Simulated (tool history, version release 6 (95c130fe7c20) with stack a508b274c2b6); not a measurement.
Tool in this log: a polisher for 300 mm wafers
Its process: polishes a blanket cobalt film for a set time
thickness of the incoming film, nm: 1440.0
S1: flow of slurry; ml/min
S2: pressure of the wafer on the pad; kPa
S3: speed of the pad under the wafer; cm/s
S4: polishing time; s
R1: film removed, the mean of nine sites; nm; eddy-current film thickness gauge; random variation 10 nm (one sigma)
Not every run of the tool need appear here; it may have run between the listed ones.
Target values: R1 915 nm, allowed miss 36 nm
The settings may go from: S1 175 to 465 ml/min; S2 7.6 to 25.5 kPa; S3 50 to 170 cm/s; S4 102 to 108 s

run,hour,S1,S2,S3,S4,R1
1,0,295,16.5,110,102,744.95
2,7.3,295,13.8,110,102,638.35
3,9.5,295,13.8,134,102,756.9
4,14.9,295,14.5,134,102,778.98
5,20.4,295,14.5,124,102,732.58
6,23.4,240,14.5,124,102,724.87
7,26.4,240,15.2,124,102,748.93
8,30.7,240,15.9,124,102,781.81
9,35.5,240,16.5,124,102,818.72

Of the 4 settings listed for the next run, only one would bring every result within its allowed miss of target. Which one?
A,40.3,235,15.9,114,102,?
B,40.3,235,15.9,118,103,?
C,40.3,205,14.5,128,105,?
D,40.3,225,17.2,128,105,?

move,R1
A,746.82
B,777.52
C,771.1
D,920.53
A: its largest miss is bigger than the last run's
B: its largest miss is bigger than the last run's
C: its largest miss is bigger than the last run's
D: all results land within tolerance of their targets
Go with D: it meets all targets.
